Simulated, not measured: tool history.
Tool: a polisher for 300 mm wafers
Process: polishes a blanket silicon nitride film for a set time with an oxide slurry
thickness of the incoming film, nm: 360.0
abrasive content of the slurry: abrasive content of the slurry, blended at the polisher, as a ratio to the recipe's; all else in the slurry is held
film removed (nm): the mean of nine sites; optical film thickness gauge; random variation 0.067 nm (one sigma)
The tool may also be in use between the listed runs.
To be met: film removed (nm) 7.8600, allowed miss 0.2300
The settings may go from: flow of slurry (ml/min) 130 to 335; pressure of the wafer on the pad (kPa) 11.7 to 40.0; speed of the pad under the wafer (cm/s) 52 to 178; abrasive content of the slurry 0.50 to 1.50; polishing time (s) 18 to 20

run  hour  flow of slurry (ml/min)  pressure of the wafer on the pad (kPa)  speed of the pad under the wafer (cm/s)  abrasive content of the slurry  polishing time (s)  film removed (nm)
  1   0.0                      215                                    25.5                                      114                            1.00                  20            13.7910
  2   5.2                      210                                    22.1                                      114                            1.00                  20            12.1090
  3  11.1                      210                                    19.3                                      112                            1.00                  20            10.8020
  4  15.2                      210                                    19.3                                      128                            1.00                  20            11.8460
  5  22.6                      210                                    19.3                                      128                            0.85                  20            10.8140
  6  27.5                      185                                    19.3                                      128                            0.85                  20            10.8310
  7  29.0                      185                                    17.2                                      126                            0.85                  20             9.6115
  8  38.0                      185                                    17.2                                      126                            0.85                  20             9.7550
  9  45.8                      185                                    17.2                                      126                            0.85                  20             9.7025
 10  47.1                      185                                    15.9                                      126                            0.85                  20             9.1543
 11  49.2                      185                                    15.2                                      126                            0.85                  20             8.7868
 12  50.3                      175                                    12.4                                      126                            0.85                  20             7.5033
 13  55.7                      180                                    12.4                                      126                            0.85                  20             7.4441

5 next moves are on the table. One of them brings every result within its allowed miss. Which?
  A  61.1                      195                                    12.4                                      134                            0.85                  18                  ?
  B  61.1                      135                                    17.2                                      124                            0.75                  20                  ?
  C  61.1                      195                                    12.4                                      124                            1.15                  18                  ?
  D  61.1                      130                                    12.4                                      144                            0.70                  20                  ?
  E  61.1                      230                                    11.7                                      170                            0.70                  20                  ?

move  film removed (nm)
   A             7.1465
   B             8.4171
   C             7.8892
   D             7.0288
   E             8.3569
A: further off than the last run
B: takes the result that was furthest off past its target
C: meets every target
D: further off than the last run
E: takes the result that was furthest off past its target
The right move is C.

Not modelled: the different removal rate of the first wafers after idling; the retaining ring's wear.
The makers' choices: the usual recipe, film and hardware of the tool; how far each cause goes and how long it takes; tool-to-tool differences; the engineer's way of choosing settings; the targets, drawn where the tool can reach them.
